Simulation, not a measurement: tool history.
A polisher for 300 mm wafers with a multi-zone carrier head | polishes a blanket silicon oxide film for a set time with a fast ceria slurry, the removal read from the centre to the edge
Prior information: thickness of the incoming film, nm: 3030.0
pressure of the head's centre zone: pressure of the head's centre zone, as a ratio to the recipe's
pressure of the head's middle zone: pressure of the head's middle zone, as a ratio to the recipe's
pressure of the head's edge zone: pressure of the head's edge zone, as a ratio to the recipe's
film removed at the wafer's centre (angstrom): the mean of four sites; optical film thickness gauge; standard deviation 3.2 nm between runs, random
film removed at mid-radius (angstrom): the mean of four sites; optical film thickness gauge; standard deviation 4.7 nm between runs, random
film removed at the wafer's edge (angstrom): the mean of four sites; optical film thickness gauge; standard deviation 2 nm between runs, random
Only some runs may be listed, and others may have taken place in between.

| run | hour | flow of slurry (ml/min) | pressure of the head's centre zone | pressure of the head's middle zone | pressure of the head's edge zone | polishing time (s) | film removed at the wafer's centre (angstrom) | film removed at mid-radius (angstrom) | film removed at the wafer's edge (angstrom) |
|---|---|---|---|---|---|---|---|---|---|
| 1 | 0 | 270 | 1 | 1 | 1 | 31 | 2600.4 | 2640.4 | 2465.5 |
| 2 | 2.2 | 270 | 0.96 | 1 | 1 | 31 | 2480.9 | 2643.3 | 2467.7 |
| 3 | 5.4 | 240 | 0.96 | 1 | 1 | 31 | 2411.6 | 2592.3 | 2452.9 |
| 4 | 14 | 240 | 0.99 | 1 | 1 | 31 | 2508.1 | 2649 | 2474.9 |
| 5 | 17.1 | 275 | 0.99 | 1 | 1 | 31 | 2562.1 | 2698.7 | 2492.3 |
| 6 | 18.2 | 275 | 0.99 | 1 | 1 | 36 | 2948.2 | 3018.9 | 2883.9 |
| 7 | 22 | 280 | 1 | 1 | 1.03 | 36 | 3060.9 | 3111.5 | 2915.7 |
| 8 | 28.6 | 280 | 1 | 0.99 | 1.05 | 36 | 3004.9 | 3033.1 | 2932.5 |
|  | 31.6 | edge zone pressure recalibrated |
| 9 | 31.6 | 330 | 1.06 | 1.01 | 1.15 | 38 | 3404 | 3283.4 | 3405.1 |

Expected results for the next run?
| 10 | 37.7 | 325 | 1.06 | 1.01 | 1.14 | 38 | ? | ? | ? |

Run 10 gave film removed at the wafer's centre (angstrom) 3406.6, film removed at mid-radius (angstrom) 3358.5, film removed at the wafer's edge (angstrom) 3390.3.

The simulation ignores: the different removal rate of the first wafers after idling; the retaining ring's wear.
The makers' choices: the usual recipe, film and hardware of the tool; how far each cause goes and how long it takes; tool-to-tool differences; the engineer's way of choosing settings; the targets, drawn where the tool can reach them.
